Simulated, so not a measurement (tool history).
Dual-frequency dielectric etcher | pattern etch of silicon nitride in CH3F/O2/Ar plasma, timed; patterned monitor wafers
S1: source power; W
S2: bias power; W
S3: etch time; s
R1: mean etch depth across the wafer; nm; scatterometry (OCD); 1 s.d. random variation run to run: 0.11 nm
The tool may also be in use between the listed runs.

| run | day | S1 | S2 | S3 | R1 |
|---|---|---|---|---|---|
| 1 | 0 | 330 | 66 | 33 | 20.856 |
| 2 | 0.35 | 330 | 77 | 33 | 22.163 |
| 3 | 0.483 | 300 | 73 | 32.5 | 20.527 |
| 4 | 0.558 | 300 | 79 | 32.5 | 21.305 |
| 5 | 0.6 | 300 | 69 | 32.5 | 20.036 |
| 6 | 0.908 | 280 | 68 | 32.5 | 19.585 |
| 7 | 0.983 | 260 | 67 | 32.5 | 18.848 |
| 8 | 1.279 | 260 | 67 | 32.5 | 18.784 |

Expected results for the next run?
| 9 | 1.654 | 250 | 67 | 32.5 | ? |

R1: 18.691 nm

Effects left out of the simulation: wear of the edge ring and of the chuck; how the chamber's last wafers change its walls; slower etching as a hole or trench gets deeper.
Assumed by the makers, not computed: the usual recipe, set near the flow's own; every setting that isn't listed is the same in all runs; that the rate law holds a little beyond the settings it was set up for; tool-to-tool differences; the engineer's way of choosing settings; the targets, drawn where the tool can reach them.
